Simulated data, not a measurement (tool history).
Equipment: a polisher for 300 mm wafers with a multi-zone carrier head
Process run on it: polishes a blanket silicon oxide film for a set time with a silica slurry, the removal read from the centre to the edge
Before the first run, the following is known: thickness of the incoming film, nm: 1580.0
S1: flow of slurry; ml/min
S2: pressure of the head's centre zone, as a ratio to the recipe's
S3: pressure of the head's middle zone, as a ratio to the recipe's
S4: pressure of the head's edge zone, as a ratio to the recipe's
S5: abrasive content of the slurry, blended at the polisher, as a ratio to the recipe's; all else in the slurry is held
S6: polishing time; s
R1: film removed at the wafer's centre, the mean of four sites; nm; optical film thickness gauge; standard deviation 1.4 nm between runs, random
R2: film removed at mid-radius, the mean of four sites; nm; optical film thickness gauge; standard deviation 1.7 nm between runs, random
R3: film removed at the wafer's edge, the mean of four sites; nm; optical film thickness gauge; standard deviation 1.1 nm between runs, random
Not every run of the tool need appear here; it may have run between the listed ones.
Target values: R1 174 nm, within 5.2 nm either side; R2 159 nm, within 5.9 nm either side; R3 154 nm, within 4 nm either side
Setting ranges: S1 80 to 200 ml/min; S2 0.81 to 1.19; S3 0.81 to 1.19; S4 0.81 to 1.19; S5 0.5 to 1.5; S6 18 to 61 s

| run | day | S1 | S2 | S3 | S4 | S5 | S6 | R1 | R2 | R3 |
|---|---|---|---|---|---|---|---|---|---|---|
| 1 | 0 | 130 | 1 | 1 | 1 | 1 | 39 | 119.06 | 118.56 | 117.62 |
| 2 | 0.196 | 130 | 0.96 | 1 | 1 | 1 | 39 | 114.14 | 120.02 | 116.32 |
| 3 | 0.246 | 130 | 0.92 | 1 | 1 | 1 | 39 | 109.58 | 117.12 | 113.89 |
| 4 | 0.3 | 145 | 1 | 1.02 | 1.03 | 1.05 | 39 | 126.45 | 125.48 | 121.12 |
| 5 | 0.492 | 145 | 1 | 1.02 | 1.06 | 1.05 | 39 | 123.62 | 124.02 | 123.67 |
| 6 | 0.717 | 145 | 1 | 1.02 | 1.06 | 0.9 | 39 | 115.12 | 116.29 | 115.32 |
| 7 | 0.929 | 150 | 1.04 | 1.05 | 1.08 | 1.05 | 39 | 130.11 | 128.12 | 125.33 |
| 8 | 1.117 | 155 | 1.07 | 1.07 | 1.1 | 1.15 | 39 | 142.57 | 135.55 | 132.08 |
| 9 | 1.4 | 160 | 1.08 | 1.08 | 1.12 | 1.2 | 39 | 146.49 | 143.46 | 135.78 |

4 candidate next runs follow, results not yet known. Just one meets every target within its allowed miss. Identify it.
| A | 1.683 | 140 | 1.06 | 1.05 | 1.09 | 1 | 49 | ? | ? | ? |
| B | 1.683 | 175 | 1.12 | 1.05 | 1.1 | 1.4 | 41 | ? | ? | ? |
| C | 1.683 | 160 | 1.09 | 1.12 | 1.15 | 1.2 | 43 | ? | ? | ? |
| D | 1.683 | 185 | 1.07 | 1.11 | 1.14 | 1.1 | 47 | ? | ? | ? |

| move | R1 | R2 | R3 |
|---|---|---|---|
| A | 161.79 | 154.5 | 155.96 |
| B | 173.08 | 155.42 | 155.8 |
| C | 163.25 | 159.46 | 155.26 |
| D | 173.63 | 170.96 | 165.86 |
A: gains on the last run, yet a result remains outside its allowed miss
B: every result lands within tolerance
C: gains on the last run, yet a result remains outside its allowed miss
D: the worst result of the last run now meets its target, but another is out of spec
B is the move that brings every result within its allowed miss.
